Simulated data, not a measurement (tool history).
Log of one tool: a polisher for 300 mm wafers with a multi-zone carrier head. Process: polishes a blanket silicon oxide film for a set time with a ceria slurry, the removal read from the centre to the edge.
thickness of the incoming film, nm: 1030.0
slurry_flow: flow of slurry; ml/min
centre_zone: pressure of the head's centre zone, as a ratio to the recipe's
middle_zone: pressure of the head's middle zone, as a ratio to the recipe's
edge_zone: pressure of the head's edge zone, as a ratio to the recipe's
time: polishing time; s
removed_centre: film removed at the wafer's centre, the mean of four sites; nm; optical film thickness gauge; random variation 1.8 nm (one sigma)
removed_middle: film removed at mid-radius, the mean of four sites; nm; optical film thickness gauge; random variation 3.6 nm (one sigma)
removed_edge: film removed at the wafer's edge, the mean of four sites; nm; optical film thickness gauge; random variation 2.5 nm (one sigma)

run	hour	slurry_flow	centre_zone	middle_zone	edge_zone	time	removed_centre	removed_middle	removed_edge
1	0	305	1	1	1	55	190.19	189.13	182.29
2	6.6	305	1	1	1.02	57	195.09	200.57	190.77
3	8.7	305	0.96	1	1.02	57	188.09	204.28	190.71
4	12.6	305	0.96	1	0.96	57	188.51	199.66	188.91
5	14.8	305	0.96	1	0.96	47	153.69	166.17	156.88
6	17.7	305	0.96	1	0.96	38	126.15	133.69	124.67
7	24.8	300	0.96	0.98	0.96	43	140.7	146.48	141.8
8	33.2	295	0.96	0.97	0.96	47	154.04	160.51	152.84
9	41.5	310	0.96	0.95	0.98	50	164.55	168.75	166.29

Run 10 comes next. What will it give?
10	47.1	320	0.96	0.94	0.99	53	?	?	?

Run 10 gave removed_centre 175.13 nm, removed_middle 176.43 nm, removed_edge 175.65 nm.
